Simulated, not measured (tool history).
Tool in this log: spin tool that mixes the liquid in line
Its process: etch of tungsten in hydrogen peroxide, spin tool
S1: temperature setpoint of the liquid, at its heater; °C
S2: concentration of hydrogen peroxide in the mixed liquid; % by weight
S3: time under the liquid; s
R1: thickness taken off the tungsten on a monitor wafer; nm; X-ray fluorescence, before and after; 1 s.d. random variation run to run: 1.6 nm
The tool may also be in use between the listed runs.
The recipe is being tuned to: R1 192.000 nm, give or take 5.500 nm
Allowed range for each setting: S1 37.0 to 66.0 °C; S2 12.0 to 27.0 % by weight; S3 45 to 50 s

run 1 day=0.000 | S1=53.0 S2=18.0 S3=45 | R1=130.670
run 2 day=0.071 | S1=53.0 S2=16.5 S3=45 | R1=124.890
run 3 day=0.379 | S1=48.5 S2=16.5 S3=45 | R1=93.875
run 4 day=0.417 | S1=51.5 S2=16.5 S3=45 | R1=112.430
run 5 day=0.712 | S1=54.0 S2=16.5 S3=45 | R1=133.030
run 6 day=0.871 | S1=55.5 S2=16.5 S3=45 | R1=144.080
run 7 day=0.925 | S1=57.0 S2=16.5 S3=45 | R1=156.770
run 8 day=0.950 | S1=58.0 S2=16.5 S3=45 | R1=165.820
run 9 day=1.262 | S1=58.5 S2=16.5 S3=45 | R1=170.660
run 10 day=1.296 | S1=59.0 S2=16.5 S3=45 | R1=176.410
run 11 day=1.658 | S1=59.5 S2=16.5 S3=45 | R1=180.720

Which of these 5 next moves meets every target?
run A day=2.021 | S1=59.0 S2=17.5 S3=50 | R1=?
run B day=2.021 | S1=62.0 S2=16.5 S3=45 | R1=?
run C day=2.021 | S1=60.5 S2=13.0 S3=50 | R1=?
run D day=2.021 | S1=59.0 S2=18.0 S3=50 | R1=?
run E day=2.021 | S1=62.0 S2=15.5 S3=45 | R1=?

move=A R1=200.080
move=B R1=207.660
move=C R1=188.000
move=D R1=202.910
move=E R1=201.270
A: takes the result that was furthest off past its target
B: takes the result that was furthest off past its target
C: all results in spec
D: takes the result that was furthest off past its target
E: takes the result that was furthest off past its target
Go with C: it meets all targets.
